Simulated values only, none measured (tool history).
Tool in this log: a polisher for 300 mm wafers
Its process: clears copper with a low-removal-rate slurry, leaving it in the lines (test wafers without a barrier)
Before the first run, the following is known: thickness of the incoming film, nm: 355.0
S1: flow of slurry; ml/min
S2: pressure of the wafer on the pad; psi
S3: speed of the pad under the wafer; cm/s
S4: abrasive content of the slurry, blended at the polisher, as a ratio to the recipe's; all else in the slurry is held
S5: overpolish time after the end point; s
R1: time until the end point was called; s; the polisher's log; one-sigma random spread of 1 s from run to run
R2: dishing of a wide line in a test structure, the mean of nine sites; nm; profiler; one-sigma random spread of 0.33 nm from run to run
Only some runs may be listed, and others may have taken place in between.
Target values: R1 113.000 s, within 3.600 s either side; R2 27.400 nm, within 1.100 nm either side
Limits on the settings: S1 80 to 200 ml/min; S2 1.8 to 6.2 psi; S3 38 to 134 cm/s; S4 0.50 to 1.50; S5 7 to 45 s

| run | hour | S1 | S2 | S3 | S4 | S5 | R1 | R2 |
|---|---|---|---|---|---|---|---|---|
| 1 | 0.0 | 130 | 4.0 | 86 | 1.00 | 23 | 88.388 | 45.899 |
| 2 | 8.2 | 130 | 3.8 | 86 | 1.00 | 21 | 91.991 | 41.498 |
| 3 | 13.5 | 130 | 3.8 | 86 | 1.20 | 21 | 88.442 | 42.688 |
| 4 | 14.8 | 130 | 3.8 | 86 | 1.20 | 26 | 88.323 | 49.120 |
| 5 | 16.5 | 130 | 3.8 | 86 | 1.20 | 34 | 88.244 | 58.047 |
| 6 | 21.2 | 135 | 3.6 | 86 | 1.20 | 30 | 90.369 | 52.445 |
| 7 | 24.3 | 135 | 3.4 | 86 | 1.20 | 26 | 94.717 | 47.062 |
| 8 | 25.6 | 155 | 2.5 | 84 | 1.20 | 15 | 117.550 | 26.687 |

Pick the move, out of 5, that brings all results within their allowed miss; only one does.
| A | 26.9 | 140 | 2.4 | 80 | 1.40 | 15 | ? | ? |
| B | 26.9 | 155 | 1.9 | 94 | 1.30 | 16 | ? | ? |
| C | 26.9 | 130 | 3.0 | 70 | 1.45 | 17 | ? | ? |
| D | 26.9 | 140 | 3.0 | 74 | 1.45 | 15 | ? | ? |
| E | 26.9 | 130 | 2.5 | 78 | 1.30 | 17 | ? | ? |

| move | R1 | R2 |
|---|---|---|
| A | 123.680 | 26.203 |
| B | 122.930 | 27.532 |
| C | 121.160 | 29.643 |
| D | 113.570 | 28.252 |
| E | 127.310 | 28.341 |
A: misses by more than the last run did
B: misses by more than the last run did
C: misses by more than the last run did
D: every result lands within tolerance
E: misses by more than the last run did
So the answer is move D, the one that meets all the targets.
